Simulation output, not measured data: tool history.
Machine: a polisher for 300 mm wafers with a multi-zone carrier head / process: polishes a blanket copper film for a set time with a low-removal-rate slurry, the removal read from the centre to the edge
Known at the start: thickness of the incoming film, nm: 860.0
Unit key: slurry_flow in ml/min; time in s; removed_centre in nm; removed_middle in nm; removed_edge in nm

| run | day | slurry_flow | centre_zone | middle_zone | edge_zone | slurry_solids | time | removed_centre | removed_middle | removed_edge |
|---|---|---|---|---|---|---|---|---|---|---|
| 1 | 0.000 | 300 | 1.00 | 1.00 | 1.00 | 1.00 | 59 | 148.85 | 144.800 | 147.08 |
| 2 | 0.346 | 300 | 1.00 | 1.07 | 1.00 | 1.00 | 59 | 146.22 | 152.680 | 145.30 |
| 3 | 0.700 | 370 | 1.00 | 1.07 | 1.00 | 1.00 | 59 | 149.43 | 154.860 | 145.58 |
| 4 | 0.921 | 370 | 0.99 | 1.05 | 1.00 | 0.95 | 57 | 138.38 | 145.770 | 140.76 |
| 5 | 0.988 | 370 | 0.99 | 1.05 | 1.00 | 1.10 | 57 | 147.68 | 151.410 | 146.82 |
| 6 | 1.112 | 370 | 0.99 | 1.05 | 1.00 | 0.95 | 57 | 140.43 | 145.900 | 141.89 |
| 7 | 1.312 | 370 | 0.99 | 1.03 | 0.99 | 0.90 | 55 | 131.09 | 138.030 | 134.79 |
| 8 | 1.533 | 370 | 1.00 | 1.01 | 0.98 | 0.85 | 53 | 126.63 | 127.790 | 128.84 |
| 9 | 1.696 | 370 | 1.00 | 1.00 | 0.97 | 0.80 | 52 | 125.83 | 123.080 | 123.47 |
| 10 | 1.800 | 370 | 0.99 | 0.98 | 0.96 | 0.75 | 51 | 119.77 | 115.760 | 119.07 |
| 11 | 1.983 | 370 | 0.98 | 0.97 | 0.95 | 0.70 | 51 | 115.52 | 113.650 | 113.67 |
| 12 | 2.312 | 370 | 0.97 | 0.95 | 0.95 | 0.70 | 51 | 114.09 | 110.910 | 117.53 |
| 13 | 2.342 | 370 | 0.96 | 0.94 | 0.94 | 0.70 | 51 | 111.17 | 111.050 | 112.98 |
| 14 | 2.650 | 370 | 0.96 | 0.93 | 0.94 | 0.70 | 51 | 112.94 | 110.480 | 117.32 |
| 15 | 2.854 | 365 | 0.96 | 0.92 | 0.93 | 0.70 | 51 | 113.67 | 109.620 | 113.29 |
| 16 | 3.012 | 365 | 0.95 | 0.91 | 0.93 | 0.70 | 51 | 113.43 | 107.720 | 113.86 |
| 17 | 3.304 | 365 | 0.94 | 0.90 | 0.93 | 0.70 | 51 | 110.70 | 105.470 | 113.57 |
| 18 | 3.408 | 365 | 0.94 | 0.90 | 0.93 | 0.70 | 51 | 112.27 | 108.720 | 113.22 |
| 19 | 3.754 | 365 | 0.94 | 0.89 | 0.93 | 0.70 | 50 | 108.30 | 103.650 | 111.54 |
| 20 | 4.071 | 365 | 0.93 | 0.88 | 0.93 | 0.70 | 50 | 109.36 | 103.560 | 112.28 |
| 21 | 4.100 | 365 | 0.92 | 0.87 | 0.93 | 0.70 | 50 | 106.34 | 103.150 | 110.54 |
| 22 | 4.458 | 365 | 0.92 | 0.86 | 0.93 | 0.70 | 50 | 106.80 | 99.051 | 112.32 |

What does the tool deliver on the next run?
| 23 | 4.671 | 365 | 0.92 | 0.85 | 0.93 | 0.70 | 50 | ? | ? | ? |

For run 23 the tool returned removed_centre 107.19 nm, removed_middle 100.080 nm, removed_edge 113.34 nm.

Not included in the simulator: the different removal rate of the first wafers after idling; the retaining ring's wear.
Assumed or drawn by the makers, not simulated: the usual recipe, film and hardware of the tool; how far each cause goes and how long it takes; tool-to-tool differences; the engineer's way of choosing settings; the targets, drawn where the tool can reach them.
